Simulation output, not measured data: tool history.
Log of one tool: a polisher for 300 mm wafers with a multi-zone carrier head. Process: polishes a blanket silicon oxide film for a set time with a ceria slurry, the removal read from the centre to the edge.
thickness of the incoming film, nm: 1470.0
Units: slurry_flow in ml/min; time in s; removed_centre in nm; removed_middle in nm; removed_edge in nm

run	hour	slurry_flow	centre_zone	middle_zone	edge_zone	time	removed_centre	removed_middle	removed_edge
1	0.0	140	1.00	1.00	1.00	69	433.59	436.90	432.65
2	1.5	135	0.98	0.99	0.96	61	377.13	386.37	370.66
3	6.9	125	0.95	0.97	0.93	56	319.27	339.48	323.13
4	10.4	125	0.95	0.97	1.01	56	322.82	339.82	346.29
5	14.0	125	0.95	0.97	1.01	48	277.73	291.07	293.81
6	22.8	95	0.95	0.97	1.01	48	253.96	265.93	283.65

The next listed run, before its measurement:
7	28.2	95	0.95	0.98	0.98	47	?	?	?

Run 7 gave removed_centre 253.59 nm, removed_middle 264.68 nm, removed_edge 274.29 nm.
